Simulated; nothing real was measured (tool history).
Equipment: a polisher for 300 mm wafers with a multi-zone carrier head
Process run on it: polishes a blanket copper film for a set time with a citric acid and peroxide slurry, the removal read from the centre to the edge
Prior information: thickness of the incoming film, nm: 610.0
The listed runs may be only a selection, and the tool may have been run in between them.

| run | day | flow of slurry (ml/min) | pressure of the head's centre zone | pressure of the head's middle zone | pressure of the head's edge zone | abrasive content of the slurry | polishing time (s) | film removed at the wafer's centre (nm) | film removed at mid-radius (nm) | film removed at the wafer's edge (nm) |
|---|---|---|---|---|---|---|---|---|---|---|
| 1 | 0.000 | 300 | 1.00 | 1.00 | 1.00 | 1.00 | 46 | 102.06 | 99.909 | 101.34 |
| 2 | 0.242 | 305 | 1.02 | 1.01 | 1.01 | 1.05 | 46 | 105.88 | 102.660 | 101.92 |
| 3 | 0.396 | 305 | 1.03 | 1.01 | 1.02 | 1.10 | 46 | 110.03 | 102.720 | 104.37 |
| 4 | 0.496 | 245 | 1.03 | 1.01 | 1.02 | 1.10 | 46 | 105.45 | 102.080 | 102.62 |
| 5 | 0.617 | 270 | 1.03 | 1.01 | 1.02 | 1.10 | 46 | 105.23 | 102.580 | 103.17 |
| 6 | 0.758 | 270 | 1.03 | 1.01 | 1.06 | 1.10 | 46 | 107.08 | 101.270 | 105.55 |
| 7 | 1.100 | 275 | 1.04 | 1.02 | 1.07 | 1.15 | 46 | 107.91 | 103.400 | 106.39 |
| 8 | 1.262 | 280 | 1.05 | 1.03 | 1.08 | 1.20 | 46 | 110.40 | 106.000 | 108.06 |
| 9 | 1.433 | 285 | 1.06 | 1.04 | 1.09 | 1.25 | 46 | 111.97 | 108.000 | 108.30 |
| 10 | 1.600 | 290 | 1.07 | 1.04 | 1.10 | 1.30 | 46 | 113.86 | 107.330 | 108.89 |
| 11 | 1.921 | 290 | 1.08 | 1.05 | 1.11 | 1.30 | 46 | 115.79 | 108.130 | 109.76 |
| 12 | 2.258 | 295 | 1.09 | 1.06 | 1.12 | 1.30 | 46 | 117.21 | 109.500 | 111.84 |
| 13 | 2.504 | 300 | 1.10 | 1.07 | 1.12 | 1.30 | 46 | 118.36 | 111.300 | 111.80 |
| 14 | 2.650 | 305 | 1.11 | 1.08 | 1.13 | 1.30 | 46 | 120.90 | 112.920 | 111.10 |
| 15 | 2.962 | 310 | 1.12 | 1.08 | 1.14 | 1.30 | 46 | 120.82 | 112.560 | 112.11 |
| 16 | 3.321 | 310 | 1.13 | 1.08 | 1.14 | 1.30 | 46 | 122.16 | 112.170 | 113.01 |
| 17 | 3.433 | 315 | 1.14 | 1.09 | 1.14 | 1.30 | 46 | 124.33 | 112.140 | 114.28 |

Run 18 is up next; what results do you expect?
| 18 | 3.458 | 320 | 1.15 | 1.10 | 1.14 | 1.30 | 46 | ? | ? | ? |

film removed at the wafer's centre (nm): 123.99
film removed at mid-radius (nm): 115.020
film removed at the wafer's edge (nm): 114.18
